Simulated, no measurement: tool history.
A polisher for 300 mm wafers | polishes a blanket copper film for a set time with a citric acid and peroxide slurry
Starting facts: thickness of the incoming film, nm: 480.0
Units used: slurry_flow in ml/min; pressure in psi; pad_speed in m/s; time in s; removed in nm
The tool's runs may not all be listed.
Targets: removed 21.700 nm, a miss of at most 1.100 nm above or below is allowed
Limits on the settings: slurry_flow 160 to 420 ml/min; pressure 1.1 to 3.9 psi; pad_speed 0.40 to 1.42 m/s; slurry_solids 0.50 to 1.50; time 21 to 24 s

run	hour	slurry_flow	pressure	pad_speed	slurry_solids	time	removed
1	0.0	270	2.5	0.90	1.00	24	36.249
2	0.6	310	2.5	0.90	1.00	24	35.347
3	1.7	375	2.5	0.90	1.00	24	36.748
4	7.3	375	2.2	0.90	1.00	24	33.499
5	12.2	375	2.5	0.90	1.00	24	37.398
6	14.2	375	2.5	0.90	1.00	24	37.626
7	17.8	375	2.3	0.90	1.00	24	33.529
# hour 26.2: slurry nozzle cleaned
8	26.2	375	2.2	0.90	1.00	24	34.261
9	30.7	375	2.0	0.88	1.00	24	29.965
10	35.9	375	1.3	0.86	1.00	24	19.800

Next run, 5 choices. One meets every target within its allowed miss, the rest don't. Which?
A	41.1	375	2.7	0.40	1.10	23	?
B	41.1	395	1.7	0.60	1.20	24	?
C	41.1	305	1.6	0.84	1.35	21	?
D	41.1	390	1.2	0.78	1.25	24	?
E	41.1	365	1.2	0.88	0.95	24	?

move	removed
A	19.141
B	19.336
C	21.993
D	17.982
E	18.972
A: lands further from the targets than the last run did
B: lands further from the targets than the last run did
C: every result within its allowed miss
D: lands further from the targets than the last run did
E: lands further from the targets than the last run did
C is the move that brings every result within its allowed miss.

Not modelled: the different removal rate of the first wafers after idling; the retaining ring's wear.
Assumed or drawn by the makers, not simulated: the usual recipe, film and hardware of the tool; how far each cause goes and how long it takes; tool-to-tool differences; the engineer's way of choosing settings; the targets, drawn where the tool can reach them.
